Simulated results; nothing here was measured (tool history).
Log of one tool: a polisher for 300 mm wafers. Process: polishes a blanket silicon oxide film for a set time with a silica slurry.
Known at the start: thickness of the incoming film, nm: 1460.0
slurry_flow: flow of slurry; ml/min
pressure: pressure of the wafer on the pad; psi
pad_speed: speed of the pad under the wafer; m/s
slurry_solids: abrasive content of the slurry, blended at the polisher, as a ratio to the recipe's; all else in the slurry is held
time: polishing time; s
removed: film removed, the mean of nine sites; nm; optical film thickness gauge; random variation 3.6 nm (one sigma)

run 1 hour=0 | slurry_flow=295 pressure=4.4 pad_speed=1.5 slurry_solids=1 time=56 | removed=262.96
run 2 hour=3.9 | slurry_flow=295 pressure=4.4 pad_speed=1.2 slurry_solids=1 time=56 | removed=235.98
run 3 hour=9.2 | slurry_flow=295 pressure=4.4 pad_speed=0.88 slurry_solids=1 time=56 | removed=204.61
run 4 hour=16.3 | slurry_flow=295 pressure=5.1 pad_speed=0.88 slurry_solids=1 time=56 | removed=228.4
-- hour=20.7 worn pad replaced by a new one
run 5 hour=20.7 | slurry_flow=265 pressure=5.1 pad_speed=0.88 slurry_solids=1 time=56 | removed=246.34
run 6 hour=22 | slurry_flow=255 pressure=5.4 pad_speed=0.9 slurry_solids=1 time=56 | removed=258.97
run 7 hour=25.2 | slurry_flow=250 pressure=5.6 pad_speed=0.94 slurry_solids=1 time=56 | removed=272.28
run 8 hour=27.4 | slurry_flow=245 pressure=5.8 pad_speed=1 slurry_solids=1 time=56 | removed=287.99
run 9 hour=33.2 | slurry_flow=240 pressure=6 pad_speed=1.06 slurry_solids=1 time=56 | removed=300.74
run 10 hour=36.4 | slurry_flow=285 pressure=6.8 pad_speed=1.36 slurry_solids=1 time=56 | removed=385.61

The next listed run, before its measurement:
run 11 hour=43.6 | slurry_flow=285 pressure=6.8 pad_speed=1.36 slurry_solids=1 time=56 | removed=?

Run 11 gave removed 387.87 nm.
